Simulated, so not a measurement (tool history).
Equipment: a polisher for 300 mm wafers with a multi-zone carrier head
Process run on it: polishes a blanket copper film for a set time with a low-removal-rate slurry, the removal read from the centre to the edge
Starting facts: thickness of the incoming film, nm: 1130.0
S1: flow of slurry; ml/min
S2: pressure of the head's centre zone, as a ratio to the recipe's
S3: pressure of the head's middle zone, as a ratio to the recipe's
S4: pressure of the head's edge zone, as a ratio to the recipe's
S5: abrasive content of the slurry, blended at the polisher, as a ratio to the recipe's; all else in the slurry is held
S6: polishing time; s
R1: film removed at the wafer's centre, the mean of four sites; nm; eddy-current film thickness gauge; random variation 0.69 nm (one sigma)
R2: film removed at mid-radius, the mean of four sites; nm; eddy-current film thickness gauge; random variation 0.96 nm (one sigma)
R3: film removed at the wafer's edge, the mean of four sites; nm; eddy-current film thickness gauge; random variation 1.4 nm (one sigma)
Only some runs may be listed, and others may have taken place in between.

run 1 hour=0.0 | S1=150 S2=1.00 S3=1.00 S4=1.00 S5=1.00 S6=71 | R1=124.74 R2=126.84 R3=122.06
run 2 hour=4.0 | S1=135 S2=0.96 S3=1.01 S4=1.00 S5=1.00 S6=71 | R1=115.44 R2=125.17 R3=121.92
run 3 hour=11.6 | S1=135 S2=0.96 S3=1.01 S4=1.00 S5=1.00 S6=62 | R1=101.69 R2=108.15 R3=108.52
run 4 hour=19.0 | S1=135 S2=1.02 S3=1.01 S4=1.00 S5=1.00 S6=62 | R1=109.40 R2=108.88 R3=108.02
run 5 hour=20.0 | S1=165 S2=1.02 S3=1.01 S4=1.00 S5=1.00 S6=62 | R1=111.82 R2=113.86 R3=110.09
run 6 hour=26.7 | S1=165 S2=1.07 S3=1.01 S4=1.00 S5=1.00 S6=62 | R1=118.00 R2=113.15 R3=109.71

What does the tool deliver on the next run?
run 7 hour=29.7 | S1=125 S2=0.97 S3=1.11 S4=1.10 S5=1.15 S6=62 | R1=? R2=? R3=?

Run 7 yielded R1 104.41 nm, R2 120.03 nm, R3 113.03 nm.
